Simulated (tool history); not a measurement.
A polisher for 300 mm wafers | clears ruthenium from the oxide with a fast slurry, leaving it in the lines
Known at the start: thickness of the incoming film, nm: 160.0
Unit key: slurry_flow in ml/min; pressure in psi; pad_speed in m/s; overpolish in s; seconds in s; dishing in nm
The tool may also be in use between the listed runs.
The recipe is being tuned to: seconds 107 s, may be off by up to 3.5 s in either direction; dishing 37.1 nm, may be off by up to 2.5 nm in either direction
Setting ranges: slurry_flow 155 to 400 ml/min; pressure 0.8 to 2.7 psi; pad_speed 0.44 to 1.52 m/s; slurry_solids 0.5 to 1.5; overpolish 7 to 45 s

{"run": 1, "hour": 0.0, "slurry_flow": 255, "pressure": 1.7, "pad_speed": 0.98, "slurry_solids": 1, "overpolish": 23, "seconds": 66.537, "dishing": 44.987}
{"run": 2, "hour": 7.6, "slurry_flow": 255, "pressure": 1.5, "pad_speed": 0.98, "slurry_solids": 1, "overpolish": 23, "seconds": 74.107, "dishing": 41.438}
{"run": 3, "hour": 10.0, "slurry_flow": 255, "pressure": 1.3, "pad_speed": 0.98, "slurry_solids": 1, "overpolish": 25, "seconds": 81.407, "dishing": 41.473}
{"run": 4, "hour": 17.7, "slurry_flow": 255, "pressure": 1, "pad_speed": 0.98, "slurry_solids": 1, "overpolish": 25, "seconds": 99.83, "dishing": 33.722}
{"run": 5, "hour": 23.3, "slurry_flow": 255, "pressure": 1, "pad_speed": 1.2, "slurry_solids": 1, "overpolish": 25, "seconds": 82.645, "dishing": 41.773}
{"run": 6, "hour": 26.5, "slurry_flow": 255, "pressure": 1, "pad_speed": 1.2, "slurry_solids": 1, "overpolish": 31, "seconds": 82.979, "dishing": 51.016}
{"run": 7, "hour": 28.3, "slurry_flow": 255, "pressure": 0.9, "pad_speed": 1.16, "slurry_solids": 1, "overpolish": 30, "seconds": 91.175, "dishing": 44.314}
{"run": 8, "hour": 32.8, "slurry_flow": 255, "pressure": 0.9, "pad_speed": 1.12, "slurry_solids": 1, "overpolish": 30, "seconds": 95.037, "dishing": 41.756}
{"run": 9, "hour": 33.7, "slurry_flow": 255, "pressure": 0.9, "pad_speed": 1.1, "slurry_solids": 1, "overpolish": 30, "seconds": 97.68, "dishing": 41.683}
{"run": 10, "hour": 39.5, "slurry_flow": 255, "pressure": 0.9, "pad_speed": 1.1, "slurry_solids": 1, "overpolish": 30, "seconds": 96.555, "dishing": 40.593}
{"run": 11, "hour": 42.8, "slurry_flow": 255, "pressure": 0.9, "pad_speed": 1.08, "slurry_solids": 1, "overpolish": 30, "seconds": 97.006, "dishing": 41.372}
{"run": 12, "hour": 44.5, "slurry_flow": 255, "pressure": 0.9, "pad_speed": 1.08, "slurry_solids": 1, "overpolish": 30, "seconds": 96.452, "dishing": 41.58}
{"run": 13, "hour": 45.8, "slurry_flow": 255, "pressure": 0.9, "pad_speed": 1.06, "slurry_solids": 1, "overpolish": 30, "seconds": 99.18, "dishing": 40.274}

Exercise: of the 4 proposed moves below, exactly one satisfies all targets within the stated allowed misses. Which move is it?
{"run": "A", "hour": 47.1, "slurry_flow": 285, "pressure": 0.8, "pad_speed": 1.1, "slurry_solids": 0.9, "overpolish": 29, "seconds": "?", "dishing": "?"}
{"run": "B", "hour": 47.1, "slurry_flow": 305, "pressure": 1, "pad_speed": 1.04, "slurry_solids": 1.1, "overpolish": 28, "seconds": "?", "dishing": "?"}
{"run": "C", "hour": 47.1, "slurry_flow": 305, "pressure": 1, "pad_speed": 0.82, "slurry_solids": 1.05, "overpolish": 36, "seconds": "?", "dishing": "?"}
{"run": "D", "hour": 47.1, "slurry_flow": 275, "pressure": 1.1, "pad_speed": 1.04, "slurry_solids": 0.95, "overpolish": 28, "seconds": "?", "dishing": "?"}

move=A seconds=104.31 dishing=38.843
move=B seconds=87.989 dishing=43.651
move=C seconds=112.43 dishing=43.884
move=D seconds=86.96 dishing=44.092
A: every result lands within tolerance
B: misses by more than the last run did
C: carries the result that was furthest off beyond its target, to the other side
D: misses by more than the last run did
Go with A: it meets all targets.
